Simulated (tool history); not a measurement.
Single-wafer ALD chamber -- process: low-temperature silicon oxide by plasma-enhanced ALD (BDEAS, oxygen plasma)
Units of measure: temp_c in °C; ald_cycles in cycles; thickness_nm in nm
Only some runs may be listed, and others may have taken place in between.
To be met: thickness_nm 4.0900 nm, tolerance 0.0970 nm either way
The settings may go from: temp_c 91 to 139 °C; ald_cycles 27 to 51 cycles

| run | hour | temp_c | ald_cycles | thickness_nm |
|---|---|---|---|---|
| 1 | 0.0 | 115 | 39 | 5.4143 |
| 2 | 2.6 | 116 | 36 | 4.9995 |
| 3 | 11.1 | 117 | 34 | 4.7485 |
| 4 | 19.2 | 125 | 34 | 4.6426 |
| 5 | 24.4 | 126 | 33 | 4.5372 |
| 6 | 30.3 | 133 | 33 | 4.4340 |
| 7 | 36.6 | 134 | 32 | 4.2689 |
| 8 | 39.5 | 135 | 32 | 4.2769 |

Exactly one of the 5 candidate moves below puts every result within its allowed miss. Which one?
| A | 42.4 | 130 | 32 | ? |
| B | 42.4 | 138 | 33 | ? |
| C | 42.4 | 134 | 32 | ? |
| D | 42.4 | 139 | 33 | ? |
| E | 42.4 | 124 | 30 | ? |

| move | thickness_nm |
|---|---|
| A | 4.3310 |
| B | 4.3933 |
| C | 4.2956 |
| D | 4.3842 |
| E | 4.1101 |
A: lands further from the targets than the last run did
B: lands further from the targets than the last run did
C: lands further from the targets than the last run did
D: lands further from the targets than the last run did
E: hits every target within its allowed miss
E is the move that brings every result within its allowed miss.

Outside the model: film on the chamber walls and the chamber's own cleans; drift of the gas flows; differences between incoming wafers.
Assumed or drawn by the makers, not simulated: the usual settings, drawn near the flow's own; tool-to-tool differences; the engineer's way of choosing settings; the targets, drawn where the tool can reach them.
